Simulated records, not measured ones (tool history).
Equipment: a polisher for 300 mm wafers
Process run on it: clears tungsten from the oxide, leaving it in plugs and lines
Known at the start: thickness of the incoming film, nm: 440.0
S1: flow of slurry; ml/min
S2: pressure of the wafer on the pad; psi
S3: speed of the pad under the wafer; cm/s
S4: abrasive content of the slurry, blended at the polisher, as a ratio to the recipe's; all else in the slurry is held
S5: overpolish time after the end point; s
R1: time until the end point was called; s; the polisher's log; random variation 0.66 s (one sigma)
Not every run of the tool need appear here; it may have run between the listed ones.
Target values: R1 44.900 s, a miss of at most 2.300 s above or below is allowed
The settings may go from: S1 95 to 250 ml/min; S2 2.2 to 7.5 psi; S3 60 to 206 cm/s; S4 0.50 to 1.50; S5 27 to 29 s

Run 1, hour 0.0: S1 160 ml/min, S2 4.8 psi, S3 132 cm/s, S4 1.00, S5 27 s. Result: R1 71.459 s.
Run 2, hour 1.5: S1 160 ml/min, S2 5.3 psi, S3 134 cm/s, S4 1.00, S5 27 s. Result: R1 64.629 s.
Run 3, hour 3.8: S1 160 ml/min, S2 5.3 psi, S3 134 cm/s, S4 1.00, S5 29 s. Result: R1 64.893 s.
Run 4, hour 9.4: S1 160 ml/min, S2 5.3 psi, S3 134 cm/s, S4 1.15, S5 29 s. Result: R1 61.794 s.
Run 5, hour 14.7: S1 160 ml/min, S2 4.9 psi, S3 134 cm/s, S4 1.15, S5 29 s. Result: R1 65.545 s.
At hour 22.5: worn pad replaced by a new one.
Run 6, hour 22.5: S1 140 ml/min, S2 4.9 psi, S3 134 cm/s, S4 1.15, S5 29 s. Result: R1 64.123 s.
Run 7, hour 29.8: S1 140 ml/min, S2 5.4 psi, S3 136 cm/s, S4 1.15, S5 29 s. Result: R1 57.148 s.
Run 8, hour 38.0: S1 140 ml/min, S2 5.7 psi, S3 136 cm/s, S4 1.15, S5 29 s. Result: R1 55.794 s.
Run 9, hour 44.7: S1 140 ml/min, S2 6.0 psi, S3 138 cm/s, S4 1.15, S5 29 s. Result: R1 50.318 s.
Run 10, hour 51.6: S1 145 ml/min, S2 6.5 psi, S3 138 cm/s, S4 1.15, S5 29 s. Result: R1 47.447 s.

Next run, 5 choices. One meets every target within its allowed miss, the rest don't. Which?
Run A, hour 58.5: S1 135 ml/min, S2 6.1 psi, S3 136 cm/s, S4 1.15, S5 29 s. Result: R1 ?.
Run B, hour 58.5: S1 115 ml/min, S2 6.4 psi, S3 130 cm/s, S4 1.20, S5 29 s. Result: R1 ?.
Run C, hour 58.5: S1 130 ml/min, S2 6.8 psi, S3 128 cm/s, S4 1.10, S5 27 s. Result: R1 ?.
Run D, hour 58.5: S1 160 ml/min, S2 6.9 psi, S3 120 cm/s, S4 1.15, S5 29 s. Result: R1 ?.
Run E, hour 58.5: S1 125 ml/min, S2 6.7 psi, S3 132 cm/s, S4 1.40, S5 27 s. Result: R1 ?.

move      R1
   A  50.600
   B  50.750
   C  49.130
   D  49.674
   E  45.216
A: misses by more than the last run did
B: misses by more than the last run did
C: misses by more than the last run did
D: misses by more than the last run did
E: hits every target within its allowed miss
E is the move that brings every result within its allowed miss.

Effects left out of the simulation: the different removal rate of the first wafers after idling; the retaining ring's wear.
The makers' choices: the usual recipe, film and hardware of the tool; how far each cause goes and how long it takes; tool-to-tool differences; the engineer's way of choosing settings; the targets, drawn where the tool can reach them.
